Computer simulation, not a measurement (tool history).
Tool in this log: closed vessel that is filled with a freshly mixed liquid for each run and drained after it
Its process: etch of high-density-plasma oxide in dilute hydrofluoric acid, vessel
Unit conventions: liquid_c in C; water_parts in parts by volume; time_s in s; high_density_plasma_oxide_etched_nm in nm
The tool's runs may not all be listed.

run,hour,liquid_c,water_parts,time_s,high_density_plasma_oxide_etched_nm
1,0,23,80,145,12.941
2,5.6,23,80,145,12.829
3,11.5,23,80,155,13.865
4,18.5,23,55,155,20.389
5,19.5,23,55,155,20.626
6,21,23,30,155,39.348
7,23.2,21.5,45,155,24.064
8,23.9,17.5,75,155,11.741
9,29,17.5,80,155,10.884
10,32.1,17.5,85,155,10.192

What will run 11 give?
11,34.3,17.5,85,155,?

high_density_plasma_oxide_etched_nm: 10.294 nm

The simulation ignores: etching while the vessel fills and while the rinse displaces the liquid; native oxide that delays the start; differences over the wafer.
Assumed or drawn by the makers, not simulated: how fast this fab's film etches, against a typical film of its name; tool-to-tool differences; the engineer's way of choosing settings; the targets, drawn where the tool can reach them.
